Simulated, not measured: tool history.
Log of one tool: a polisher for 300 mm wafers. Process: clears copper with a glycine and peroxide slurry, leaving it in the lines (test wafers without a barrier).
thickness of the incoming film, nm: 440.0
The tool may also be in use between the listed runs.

run,hour,flow of slurry (ml/min),pressure of the wafer on the pad (kPa),speed of the pad under the wafer (m/s),overpolish time after the end point (s),time until the end point was called (s),dishing of a wide line in a test structure (Å)
1,0,245,14.5,0.94,25,120.92,680.42
2,8.5,245,13.1,0.94,24,128.66,637.45
3,10.1,245,12.4,0.92,23,136.1,585.84
4,13.4,245,12.4,1.12,23,123.31,641.2
5,15.6,245,11.7,1.1,22,129.04,590.04
6,24.2,245,11,1.1,22,134.95,568.89
7,30,245,10.3,1.1,22,137.41,553.9
8,34.6,245,9.7,1.1,22,145.18,544.81

Run 9 comes next. What will it give?
9,38.8,245,9,1.1,22,?,?

Run 9 gave time until the end point was called (s) 149.77, dishing of a wide line in a test structure (Å) 514.15.
